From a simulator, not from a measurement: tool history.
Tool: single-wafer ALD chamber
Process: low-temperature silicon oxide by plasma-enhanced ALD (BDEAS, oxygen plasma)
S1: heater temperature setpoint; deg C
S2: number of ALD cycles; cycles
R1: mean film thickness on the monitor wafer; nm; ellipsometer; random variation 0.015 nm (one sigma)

| run | hour | S1 | S2 | R1 |
|---|---|---|---|---|
| 1 | 0.0 | 100 | 32 | 4.3419 |
| 2 | 4.8 | 100 | 28 | 3.7926 |
| 3 | 8.0 | 106 | 28 | 3.7647 |
| 4 | 14.8 | 114 | 28 | 3.7489 |
| 5 | 22.0 | 114 | 25 | 3.3161 |
| 6 | 23.2 | 114 | 22 | 2.9314 |

Run 7 comes next. What will it give?
| 7 | 24.2 | 114 | 23 | ? |

{"run 7": {"R1": 3.0717}}
